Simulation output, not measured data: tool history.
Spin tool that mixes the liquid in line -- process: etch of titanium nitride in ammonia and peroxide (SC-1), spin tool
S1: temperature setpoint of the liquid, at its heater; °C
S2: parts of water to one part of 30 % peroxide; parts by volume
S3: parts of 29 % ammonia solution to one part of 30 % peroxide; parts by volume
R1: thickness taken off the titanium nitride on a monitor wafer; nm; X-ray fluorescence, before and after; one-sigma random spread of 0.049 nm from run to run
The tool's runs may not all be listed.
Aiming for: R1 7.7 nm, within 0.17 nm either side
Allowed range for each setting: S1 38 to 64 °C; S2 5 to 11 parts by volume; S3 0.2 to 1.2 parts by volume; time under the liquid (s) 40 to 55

{"run": 1, "hour": 0.0, "S1": 48, "S2": 6, "S3": 0.9, "time under the liquid (s)": 55, "R1": 4.1088}
{"run": 2, "hour": 6.7, "S1": 48, "S2": 6, "S3": 0.9, "time under the liquid (s)": 40, "R1": 2.9834}
{"run": 3, "hour": 13.7, "S1": 50, "S2": 6, "S3": 0.9, "time under the liquid (s)": 40, "R1": 3.4599}
{"run": 4, "hour": 16.6, "S1": 44.5, "S2": 6, "S3": 0.9, "time under the liquid (s)": 40, "R1": 2.3229}
{"run": 5, "hour": 17.4, "S1": 47, "S2": 6, "S3": 0.9, "time under the liquid (s)": 40, "R1": 2.7808}
{"run": 6, "hour": 21.0, "S1": 50, "S2": 6, "S3": 0.9, "time under the liquid (s)": 40, "R1": 3.4463}
{"run": 7, "hour": 28.9, "S1": 52, "S2": 6, "S3": 0.9, "time under the liquid (s)": 40, "R1": 3.9352}
{"run": 8, "hour": 37.2, "S1": 60, "S2": 6, "S3": 0.9, "time under the liquid (s)": 40, "R1": 6.7294}
{"run": 9, "hour": 46.0, "S1": 60.5, "S2": 6, "S3": 0.9, "time under the liquid (s)": 40, "R1": 6.9806}
{"run": 10, "hour": 47.1, "S1": 61.5, "S2": 6, "S3": 0.9, "time under the liquid (s)": 40, "R1": 7.3778}

Consider the 4 candidate settings below. Which is the only one whose results all fall within their allowed miss of target?
{"run": "A", "hour": 48.2, "S1": 59.5, "S2": 5, "S3": 1.15, "time under the liquid (s)": 40, "R1": "?"}
{"run": "B", "hour": 48.2, "S1": 60.5, "S2": 9, "S3": 0.7, "time under the liquid (s)": 55, "R1": "?"}
{"run": "C", "hour": 48.2, "S1": 62, "S2": 6.5, "S3": 0.9, "time under the liquid (s)": 40, "R1": "?"}
{"run": "D", "hour": 48.2, "S1": 63, "S2": 7.5, "S3": 0.85, "time under the liquid (s)": 40, "R1": "?"}

move=A R1=7.2677
move=B R1=7.5858
move=C R1=7.3957
move=D R1=7.3138
A: its largest miss is bigger than the last run's
B: every result lands within tolerance
C: closer than the last run, but not yet in spec
D: its largest miss is bigger than the last run's
The move that meets every target is B.
